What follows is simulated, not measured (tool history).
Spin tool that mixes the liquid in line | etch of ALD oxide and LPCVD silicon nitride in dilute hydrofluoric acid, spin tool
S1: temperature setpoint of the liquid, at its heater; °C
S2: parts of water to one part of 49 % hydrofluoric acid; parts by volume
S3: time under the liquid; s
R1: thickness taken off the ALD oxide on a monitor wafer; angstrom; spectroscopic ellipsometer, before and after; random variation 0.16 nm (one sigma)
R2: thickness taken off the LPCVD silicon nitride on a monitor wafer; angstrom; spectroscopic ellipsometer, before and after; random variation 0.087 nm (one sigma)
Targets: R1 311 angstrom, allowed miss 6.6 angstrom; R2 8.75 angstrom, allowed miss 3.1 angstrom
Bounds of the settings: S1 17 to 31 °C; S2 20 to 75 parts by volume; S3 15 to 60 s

run 1 hour=0 | S1=23 S2=45 S3=30 | R1=117.52 R2=2.7735
run 2 hour=5.1 | S1=24.5 S2=40 S3=30 | R1=141.53 R2=3.7085
run 3 hour=6.2 | S1=24.5 S2=45 S3=30 | R1=124.39 R2=2.9639
run 4 hour=12.8 | S1=26 S2=40 S3=30 | R1=150.16 R2=4.2551
run 5 hour=18.8 | S1=26 S2=40 S3=40 | R1=198.8 R2=5.8059
run 6 hour=23.3 | S1=26 S2=40 S3=45 | R1=224.16 R2=5.8989
run 7 hour=26.2 | S1=27 S2=40 S3=45 | R1=233.7 R2=7.3254
run 8 hour=27.7 | S1=27.5 S2=40 S3=45 | R1=238.01 R2=6.3012
run 9 hour=35.7 | S1=28 S2=40 S3=45 | R1=240.7 R2=6.7497
run 10 hour=40.8 | S1=28.5 S2=40 S3=45 | R1=249.47 R2=7.8498
run 11 hour=45.8 | S1=29 S2=35 S3=45 | R1=289.6 R2=7.6514
run 12 hour=51.6 | S1=29.5 S2=35 S3=45 | R1=300.71 R2=9.9618
run 13 hour=57.1 | S1=30 S2=35 S3=45 | R1=304.43 R2=8.9642

4 next moves are on the table. One of them brings every result within its allowed miss. Which?
run A hour=62.6 | S1=29.5 S2=35 S3=45 | R1=? R2=?
run B hour=62.6 | S1=28 S2=35 S3=50 | R1=? R2=?
run C hour=62.6 | S1=31 S2=30 S3=40 | R1=? R2=?
run D hour=62.6 | S1=26 S2=35 S3=50 | R1=? R2=?

move=A R1=296.99 R2=8.6168
move=B R1=310.68 R2=8.6762
move=C R1=329.57 R2=9.8167
move=D R1=286.38 R2=7.5958
A: further off than the last run
B: meets every target
C: takes the result that was furthest off past its target
D: further off than the last run
The right move is B.
